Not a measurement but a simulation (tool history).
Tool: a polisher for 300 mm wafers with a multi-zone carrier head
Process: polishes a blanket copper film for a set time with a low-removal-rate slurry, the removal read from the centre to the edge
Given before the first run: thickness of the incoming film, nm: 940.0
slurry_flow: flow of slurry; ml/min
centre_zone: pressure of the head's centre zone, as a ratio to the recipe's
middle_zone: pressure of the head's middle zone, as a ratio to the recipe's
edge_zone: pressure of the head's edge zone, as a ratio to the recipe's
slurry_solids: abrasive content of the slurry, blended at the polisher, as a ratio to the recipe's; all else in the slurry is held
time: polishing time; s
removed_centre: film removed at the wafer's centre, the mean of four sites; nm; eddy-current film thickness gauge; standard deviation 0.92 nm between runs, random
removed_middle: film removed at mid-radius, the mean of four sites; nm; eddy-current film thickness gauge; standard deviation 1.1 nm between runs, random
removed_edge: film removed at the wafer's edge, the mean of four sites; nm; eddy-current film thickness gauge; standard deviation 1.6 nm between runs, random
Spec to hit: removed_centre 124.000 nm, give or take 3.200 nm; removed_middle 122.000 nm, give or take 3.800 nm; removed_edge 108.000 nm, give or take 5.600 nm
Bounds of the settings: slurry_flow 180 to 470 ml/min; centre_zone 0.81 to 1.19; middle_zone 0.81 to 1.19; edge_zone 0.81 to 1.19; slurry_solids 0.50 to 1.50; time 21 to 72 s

run 1 hour=0.0 | slurry_flow=300 centre_zone=1.00 middle_zone=1.00 edge_zone=1.00 slurry_solids=1.00 time=46 | removed_centre=98.839 removed_middle=100.800 removed_edge=98.912
run 2 hour=5.1 | slurry_flow=300 centre_zone=1.00 middle_zone=1.00 edge_zone=0.93 slurry_solids=1.00 time=46 | removed_centre=100.490 removed_middle=100.470 removed_edge=96.649
run 3 hour=12.2 | slurry_flow=300 centre_zone=1.00 middle_zone=1.00 edge_zone=0.85 slurry_solids=1.00 time=46 | removed_centre=98.788 removed_middle=100.420 removed_edge=93.949
run 4 hour=16.4 | slurry_flow=300 centre_zone=1.00 middle_zone=1.00 edge_zone=0.81 slurry_solids=1.00 time=46 | removed_centre=99.731 removed_middle=100.070 removed_edge=93.062
run 5 hour=20.6 | slurry_flow=300 centre_zone=1.00 middle_zone=1.00 edge_zone=0.81 slurry_solids=1.00 time=37 | removed_centre=80.704 removed_middle=80.588 removed_edge=73.029
run 6 hour=24.5 | slurry_flow=305 centre_zone=1.04 middle_zone=1.04 edge_zone=0.87 slurry_solids=1.15 time=39 | removed_centre=90.225 removed_middle=89.673 removed_edge=83.267
run 7 hour=30.7 | slurry_flow=320 centre_zone=1.08 middle_zone=1.08 edge_zone=0.87 slurry_solids=1.25 time=41 | removed_centre=101.400 removed_middle=99.537 removed_edge=89.023
run 8 hour=36.3 | slurry_flow=330 centre_zone=1.10 middle_zone=1.11 edge_zone=0.91 slurry_solids=1.35 time=42 | removed_centre=108.310 removed_middle=108.160 removed_edge=96.070
run 9 hour=39.4 | slurry_flow=340 centre_zone=1.12 middle_zone=1.13 edge_zone=0.94 slurry_solids=1.40 time=42 | removed_centre=111.860 removed_middle=111.340 removed_edge=99.580
run 10 hour=43.1 | slurry_flow=350 centre_zone=1.14 middle_zone=1.15 edge_zone=0.96 slurry_solids=1.45 time=42 | removed_centre=116.130 removed_middle=113.210 removed_edge=100.940

Consider the 5 candidate settings below. Which is the only one whose results all fall within their allowed miss of target?
run A hour=46.8 | slurry_flow=335 centre_zone=1.17 middle_zone=1.07 edge_zone=0.96 slurry_solids=1.45 time=41 | removed_centre=? removed_middle=? removed_edge=?
run B hour=46.8 | slurry_flow=260 centre_zone=1.16 middle_zone=1.17 edge_zone=0.99 slurry_solids=1.45 time=46 | removed_centre=? removed_middle=? removed_edge=?
run C hour=46.8 | slurry_flow=315 centre_zone=1.14 middle_zone=1.19 edge_zone=0.86 slurry_solids=1.40 time=44 | removed_centre=? removed_middle=? removed_edge=?
run D hour=46.8 | slurry_flow=325 centre_zone=1.18 middle_zone=1.19 edge_zone=0.90 slurry_solids=1.25 time=39 | removed_centre=? removed_middle=? removed_edge=?
run E hour=46.8 | slurry_flow=395 centre_zone=1.05 middle_zone=1.05 edge_zone=1.07 slurry_solids=1.50 time=43 | removed_centre=? removed_middle=? removed_edge=?

move=A removed_centre=114.540 removed_middle=103.070 removed_edge=95.070
move=B removed_centre=123.630 removed_middle=121.450 removed_edge=105.840
move=C removed_centre=118.100 removed_middle=119.540 removed_edge=95.613
move=D removed_centre=105.990 removed_middle=103.560 removed_edge=84.522
move=E removed_centre=110.250 removed_middle=108.770 removed_edge=107.120
A: lands further from the targets than the last run did
B: all results land within tolerance of their targets
C: nearer the targets than the last run, but a result is still out of spec
D: lands further from the targets than the last run did
E: lands further from the targets than the last run did
Go with B: it meets all targets.
